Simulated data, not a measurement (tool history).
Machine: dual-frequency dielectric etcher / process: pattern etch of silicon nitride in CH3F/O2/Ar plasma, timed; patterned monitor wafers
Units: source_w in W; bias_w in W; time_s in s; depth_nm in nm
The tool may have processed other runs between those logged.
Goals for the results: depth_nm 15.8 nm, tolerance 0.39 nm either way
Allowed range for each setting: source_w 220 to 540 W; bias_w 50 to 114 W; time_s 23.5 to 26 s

run	day	source_w	bias_w	time_s	depth_nm
1	0	380	82	26	18.178
2	0.171	360	81	26	17.663
3	0.479	430	81	26	19.373
4	0.667	430	92	26	20.47
5	0.762	400	91	26	19.634
6	0.888	400	91	23.5	17.632
7	1.1	390	90	23.5	17.293
8	1.429	310	86	23.5	14.682
9	1.588	320	86	23.5	14.886
10	1.771	370	89	23.5	16.624

Which one of the following 4 next-run settings gets every result inside its allowed miss? There is exactly one.
A	1.954	380	92	24.5	?
B	1.954	300	85	26	?
C	1.954	400	88	24	?
D	1.954	370	90	24	?

move	depth_nm
A	17.939
B	15.828
C	17.797
D	17.143
A: lands further from the targets than the last run did
B: in spec on every target
C: lands further from the targets than the last run did
D: lands further from the targets than the last run did
Go with B: it meets all targets.
